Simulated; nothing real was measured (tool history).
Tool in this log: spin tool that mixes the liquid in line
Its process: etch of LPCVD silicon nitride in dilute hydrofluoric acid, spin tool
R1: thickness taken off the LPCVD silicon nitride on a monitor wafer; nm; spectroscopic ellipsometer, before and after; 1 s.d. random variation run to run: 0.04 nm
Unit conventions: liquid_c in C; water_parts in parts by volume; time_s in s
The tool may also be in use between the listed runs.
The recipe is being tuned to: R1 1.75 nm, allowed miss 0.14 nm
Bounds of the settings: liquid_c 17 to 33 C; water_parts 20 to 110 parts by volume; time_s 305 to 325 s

{"run": 1, "hour": 0.0, "liquid_c": 25, "water_parts": 60, "time_s": 305, "R1": 3.0587}
{"run": 2, "hour": 7.7, "liquid_c": 25, "water_parts": 40, "time_s": 305, "R1": 4.5975}
{"run": 3, "hour": 15.3, "liquid_c": 28.5, "water_parts": 40, "time_s": 305, "R1": 5.7197}
{"run": 4, "hour": 22.8, "liquid_c": 28.5, "water_parts": 40, "time_s": 325, "R1": 6.1273}
{"hour": 25.5, "done": "thermometer replaced"}
{"run": 5, "hour": 25.5, "liquid_c": 25.5, "water_parts": 55, "time_s": 320, "R1": 3.1172}
{"run": 6, "hour": 34.1, "liquid_c": 23.5, "water_parts": 55, "time_s": 320, "R1": 2.695}
{"run": 7, "hour": 35.8, "liquid_c": 22, "water_parts": 55, "time_s": 320, "R1": 2.5055}
{"run": 8, "hour": 40.4, "liquid_c": 21, "water_parts": 55, "time_s": 320, "R1": 2.3989}
{"run": 9, "hour": 44.6, "liquid_c": 17.5, "water_parts": 65, "time_s": 315, "R1": 1.4952}
{"run": 10, "hour": 47.2, "liquid_c": 18, "water_parts": 65, "time_s": 315, "R1": 1.5819}

Which of these 5 next moves meets every target?
{"run": "A", "hour": 49.8, "liquid_c": 19.5, "water_parts": 60, "time_s": 325, "R1": "?"}
{"run": "B", "hour": 49.8, "liquid_c": 18.5, "water_parts": 55, "time_s": 325, "R1": "?"}
{"run": "C", "hour": 49.8, "liquid_c": 17, "water_parts": 55, "time_s": 320, "R1": "?"}
{"run": "D", "hour": 49.8, "liquid_c": 17, "water_parts": 75, "time_s": 325, "R1": "?"}
{"run": "E", "hour": 49.8, "liquid_c": 20.5, "water_parts": 55, "time_s": 305, "R1": "?"}

move=A R1=2.0193
move=B R1=2.0494
move=C R1=1.8153
move=D R1=1.3649
move=E R1=2.2105
A: takes the biggest miss from the last run beyond its target
B: takes the biggest miss from the last run beyond its target
C: all results land within tolerance of their targets
D: further off than the last run
E: takes the biggest miss from the last run beyond its target
So the answer is move C, the one that meets all the targets.
